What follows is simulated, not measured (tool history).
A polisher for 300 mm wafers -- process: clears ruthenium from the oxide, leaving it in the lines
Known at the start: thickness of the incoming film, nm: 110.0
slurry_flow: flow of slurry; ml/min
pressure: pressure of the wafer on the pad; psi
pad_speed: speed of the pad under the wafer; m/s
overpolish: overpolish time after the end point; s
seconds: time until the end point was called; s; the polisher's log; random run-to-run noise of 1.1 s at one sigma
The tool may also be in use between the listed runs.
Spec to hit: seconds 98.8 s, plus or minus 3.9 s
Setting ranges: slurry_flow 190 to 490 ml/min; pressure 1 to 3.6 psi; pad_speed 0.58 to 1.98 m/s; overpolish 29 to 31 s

run,hour,slurry_flow,pressure,pad_speed,overpolish,seconds
1,0,315,2.3,1.28,29,52.968
2,5.5,240,2.3,1.28,29,53.903
3,7.9,240,2,1.28,29,58.2
4,13.3,240,1.9,1.24,29,60.835
5,18.1,240,2.3,1.24,29,55.05
6,20.8,205,2.3,1.24,29,56.987
7,27.3,205,2.1,1.2,29,60.26
8,35.5,205,2,1.16,29,63.505
9,39.6,205,1.9,1.12,29,67.809
10,42.7,205,1.8,1.08,29,72.856
11,49.5,205,1.7,1.06,29,76.903
12,56.1,205,1.6,1.06,29,77.847
13,59,205,1.5,1.04,29,83.608
14,67.2,205,1.4,1.04,29,84.583
15,72.4,205,1.3,1.04,29,90.37
16,80.7,205,1.3,1.04,29,87.546

Which of these 4 next moves meets every target?
A,89,190,1.2,0.84,29,?
B,89,220,1.6,1.18,29,?
C,89,215,1.3,0.88,31,?
D,89,275,1.8,0.62,29,?

move,seconds
A,109.2
B,70.99
C,99.513
D,104.11
A: carries the result that was furthest off beyond its target, to the other side
B: further off than the last run
C: hits every target within its allowed miss
D: carries the result that was furthest off beyond its target, to the other side
C is the move that brings every result within its allowed miss.
